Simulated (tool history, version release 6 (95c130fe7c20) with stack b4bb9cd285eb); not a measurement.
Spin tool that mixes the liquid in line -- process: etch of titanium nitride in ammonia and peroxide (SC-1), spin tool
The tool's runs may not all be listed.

run	hour	temperature setpoint of the liquid (°C)	parts of water to one part of 30 % peroxide (parts by volume)	parts of 29 % ammonia solution to one part of 30 % peroxide (parts by volume)	time under the liquid (s)	thickness taken off the titanium nitride on a monitor wafer (angstrom)
1	0.0	53.0	23.0	0.5	85	62.126
2	2.7	53.0	23.0	0.4	85	60.539
3	11.1	48.0	23.0	0.4	85	42.293
4	19.9	48.0	23.0	0.3	85	39.747
5	26.8	48.0	18.5	0.3	85	45.268
6	35.6	52.5	18.5	0.3	85	62.178
# hour 37.5: thermometer replaced
7	37.5	47.5	18.5	0.3	85	49.208

Predict the results of run 8:
8	40.1	44.0	20.5	0.3	85	?

{"run 8": {"thickness taken off the titanium nitride on a monitor wafer (angstrom)": 35.866}}

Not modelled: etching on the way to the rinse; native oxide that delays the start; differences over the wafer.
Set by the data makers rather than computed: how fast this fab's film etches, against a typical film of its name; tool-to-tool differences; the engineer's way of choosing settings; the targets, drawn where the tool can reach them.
